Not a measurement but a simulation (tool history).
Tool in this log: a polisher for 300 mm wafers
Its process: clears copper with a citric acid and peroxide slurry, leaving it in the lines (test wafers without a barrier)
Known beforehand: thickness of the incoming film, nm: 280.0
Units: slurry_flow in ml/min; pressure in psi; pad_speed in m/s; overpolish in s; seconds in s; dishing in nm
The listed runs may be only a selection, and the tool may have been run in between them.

{"run": 1, "hour": 0.0, "slurry_flow": 280, "pressure": 3.4, "pad_speed": 1.24, "slurry_solids": 1, "overpolish": 19, "seconds": 118.46, "dishing": 18.547}
{"run": 2, "hour": 2.8, "slurry_flow": 280, "pressure": 3.4, "pad_speed": 1.4, "slurry_solids": 1, "overpolish": 19, "seconds": 109.68, "dishing": 18.579}
{"run": 3, "hour": 7.2, "slurry_flow": 250, "pressure": 2.9, "pad_speed": 1.56, "slurry_solids": 0.85, "overpolish": 15, "seconds": 120.92, "dishing": 16.493}
{"run": 4, "hour": 12.6, "slurry_flow": 250, "pressure": 2.5, "pad_speed": 1.56, "slurry_solids": 0.85, "overpolish": 15, "seconds": 142.34, "dishing": 15.373}
{"run": 5, "hour": 19.2, "slurry_flow": 205, "pressure": 2.5, "pad_speed": 1.56, "slurry_solids": 0.85, "overpolish": 15, "seconds": 141.45, "dishing": 14.914}
{"run": 6, "hour": 25.0, "slurry_flow": 205, "pressure": 2.5, "pad_speed": 1.56, "slurry_solids": 1.05, "overpolish": 15, "seconds": 137.92, "dishing": 14.771}
{"run": 7, "hour": 28.0, "slurry_flow": 205, "pressure": 2.5, "pad_speed": 1.56, "slurry_solids": 1.05, "overpolish": 15, "seconds": 134.94, "dishing": 15.789}
{"run": 8, "hour": 35.2, "slurry_flow": 195, "pressure": 1.5, "pad_speed": 1.64, "slurry_solids": 1, "overpolish": 6, "seconds": 213.39, "dishing": 6.0383}
{"run": 9, "hour": 38.5, "slurry_flow": 220, "pressure": 2.5, "pad_speed": 1.5, "slurry_solids": 1.1, "overpolish": 10, "seconds": 136.74, "dishing": 12.575}
{"hour": 42.3, "done": "worn pad replaced by a new one"}
{"run": 10, "hour": 42.3, "slurry_flow": 230, "pressure": 2.4, "pad_speed": 1.5, "slurry_solids": 1.1, "overpolish": 10, "seconds": 136.73, "dishing": 12.19}

Run 11 has not been measured yet. What should we expect?
{"run": 11, "hour": 48.8, "slurry_flow": 225, "pressure": 2.3, "pad_speed": 1.5, "slurry_solids": 1.1, "overpolish": 10, "seconds": "?", "dishing": "?"}

Run 11 produced seconds 143.01 s, dishing 12.696 nm.

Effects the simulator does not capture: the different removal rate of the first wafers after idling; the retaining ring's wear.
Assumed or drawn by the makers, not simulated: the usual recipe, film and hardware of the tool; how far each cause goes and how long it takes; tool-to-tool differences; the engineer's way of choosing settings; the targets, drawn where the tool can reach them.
